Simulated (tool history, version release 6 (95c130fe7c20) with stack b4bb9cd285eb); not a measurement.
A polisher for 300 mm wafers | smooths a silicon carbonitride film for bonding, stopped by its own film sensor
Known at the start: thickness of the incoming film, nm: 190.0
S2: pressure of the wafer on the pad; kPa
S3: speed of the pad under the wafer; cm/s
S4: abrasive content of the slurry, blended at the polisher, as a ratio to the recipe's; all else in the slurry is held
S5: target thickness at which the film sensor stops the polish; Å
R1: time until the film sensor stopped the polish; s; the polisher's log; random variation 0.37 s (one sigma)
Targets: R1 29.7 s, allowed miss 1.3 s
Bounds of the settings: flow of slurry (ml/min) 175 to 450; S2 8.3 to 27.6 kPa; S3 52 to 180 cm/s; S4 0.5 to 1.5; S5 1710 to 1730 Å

Run 1, hour 0: flow of slurry (ml/min) 290, S2 17.9 kPa, S3 116 cm/s, S4 1, S5 1710 Å. Result: R1 42.832 s.
Run 2, hour 3.9: flow of slurry (ml/min) 290, S2 19.3 kPa, S3 116 cm/s, S4 1, S5 1710 Å. Result: R1 40.528 s.
Run 3, hour 6.2: flow of slurry (ml/min) 290, S2 19.3 kPa, S3 116 cm/s, S4 0.8, S5 1710 Å. Result: R1 47.347 s.
Run 4, hour 12: flow of slurry (ml/min) 290, S2 21.4 kPa, S3 118 cm/s, S4 0.8, S5 1710 Å. Result: R1 42.403 s.
Run 5, hour 13.3: flow of slurry (ml/min) 290, S2 22.8 kPa, S3 122 cm/s, S4 0.8, S5 1710 Å. Result: R1 38.531 s.
Run 6, hour 13.9: flow of slurry (ml/min) 290, S2 24.1 kPa, S3 124 cm/s, S4 0.8, S5 1710 Å. Result: R1 35.427 s.
Run 7, hour 16.5: flow of slurry (ml/min) 290, S2 24.8 kPa, S3 124 cm/s, S4 0.8, S5 1710 Å. Result: R1 35.025 s.
Run 8, hour 23.3: flow of slurry (ml/min) 290, S2 25.5 kPa, S3 126 cm/s, S4 0.8, S5 1710 Å. Result: R1 33.793 s.
Run 9, hour 29.4: flow of slurry (ml/min) 290, S2 26.2 kPa, S3 128 cm/s, S4 0.8, S5 1710 Å. Result: R1 33.03 s.
Run 10, hour 34.6: flow of slurry (ml/min) 290, S2 26.9 kPa, S3 130 cm/s, S4 0.8, S5 1710 Å. Result: R1 31.538 s.

4 next moves are on the table. One of them brings every result within its allowed miss. Which?
Run A, hour 39.8: flow of slurry (ml/min) 220, S2 22.1 kPa, S3 130 cm/s, S4 1, S5 1710 Å. Result: R1 ?.
Run B, hour 39.8: flow of slurry (ml/min) 285, S2 25.5 kPa, S3 136 cm/s, S4 0.8, S5 1720 Å. Result: R1 ?.
Run C, hour 39.8: flow of slurry (ml/min) 270, S2 27.6 kPa, S3 136 cm/s, S4 0.7, S5 1710 Å. Result: R1 ?.
Run D, hour 39.8: flow of slurry (ml/min) 305, S2 26.2 kPa, S3 124 cm/s, S4 0.8, S5 1710 Å. Result: R1 ?.

move      R1
   A  33.265
   B  30.176
   C  33.184
   D  33.251
A: further off than the last run
B: meets every target
C: further off than the last run
D: further off than the last run
Move B is the one to make.

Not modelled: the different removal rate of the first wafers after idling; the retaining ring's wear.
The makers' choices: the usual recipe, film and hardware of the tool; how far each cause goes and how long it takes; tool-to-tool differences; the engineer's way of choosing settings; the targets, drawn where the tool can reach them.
